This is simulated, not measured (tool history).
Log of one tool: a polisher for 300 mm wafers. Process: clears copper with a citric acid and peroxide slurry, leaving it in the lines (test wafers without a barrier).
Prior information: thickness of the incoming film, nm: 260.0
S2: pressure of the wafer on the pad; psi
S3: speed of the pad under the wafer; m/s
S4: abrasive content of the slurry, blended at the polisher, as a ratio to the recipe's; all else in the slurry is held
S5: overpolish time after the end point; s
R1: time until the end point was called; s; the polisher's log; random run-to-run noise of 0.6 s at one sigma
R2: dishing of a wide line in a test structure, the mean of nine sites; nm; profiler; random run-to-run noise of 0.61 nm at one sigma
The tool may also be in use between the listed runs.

{"run": 1, "hour": 0.0, "flow of slurry (ml/min)": 300, "S2": 3.7, "S3": 0.92, "S4": 1.0, "S5": 19, "R1": 93.897, "R2": 33.59}
{"run": 2, "hour": 3.0, "flow of slurry (ml/min)": 345, "S2": 3.7, "S3": 0.92, "S4": 1.0, "S5": 19, "R1": 91.129, "R2": 33.913}
{"run": 3, "hour": 11.2, "flow of slurry (ml/min)": 370, "S2": 4.0, "S3": 0.92, "S4": 1.0, "S5": 16, "R1": 84.183, "R2": 30.594}
{"run": 4, "hour": 16.5, "flow of slurry (ml/min)": 375, "S2": 4.3, "S3": 0.92, "S4": 1.0, "S5": 14, "R1": 80.335, "R2": 30.012}
{"run": 5, "hour": 25.6, "flow of slurry (ml/min)": 395, "S2": 4.5, "S3": 0.94, "S4": 1.0, "S5": 12, "R1": 76.237, "R2": 27.658}
{"run": 6, "hour": 26.7, "flow of slurry (ml/min)": 395, "S2": 4.5, "S3": 0.94, "S4": 1.2, "S5": 12, "R1": 74.507, "R2": 29.484}
{"run": 7, "hour": 34.7, "flow of slurry (ml/min)": 395, "S2": 5.5, "S3": 0.96, "S4": 0.95, "S5": 6, "R1": 64.763, "R2": 17.058}
{"run": 8, "hour": 37.4, "flow of slurry (ml/min)": 400, "S2": 5.4, "S3": 1.06, "S4": 1.1, "S5": 10, "R1": 57.514, "R2": 30.673}
{"run": 9, "hour": 39.8, "flow of slurry (ml/min)": 400, "S2": 5.5, "S3": 1.06, "S4": 1.1, "S5": 10, "R1": 56.077, "R2": 29.582}
{"run": 10, "hour": 41.4, "flow of slurry (ml/min)": 400, "S2": 5.5, "S3": 1.06, "S4": 1.1, "S5": 10, "R1": 57.01, "R2": 31.57}

Run 11 has not been measured yet. What should we expect?
{"run": 11, "hour": 48.2, "flow of slurry (ml/min)": 400, "S2": 5.5, "S3": 1.06, "S4": 1.05, "S5": 10, "R1": "?", "R2": "?"}

{"run 11": {"R1": 57.247, "R2": 31.052}}

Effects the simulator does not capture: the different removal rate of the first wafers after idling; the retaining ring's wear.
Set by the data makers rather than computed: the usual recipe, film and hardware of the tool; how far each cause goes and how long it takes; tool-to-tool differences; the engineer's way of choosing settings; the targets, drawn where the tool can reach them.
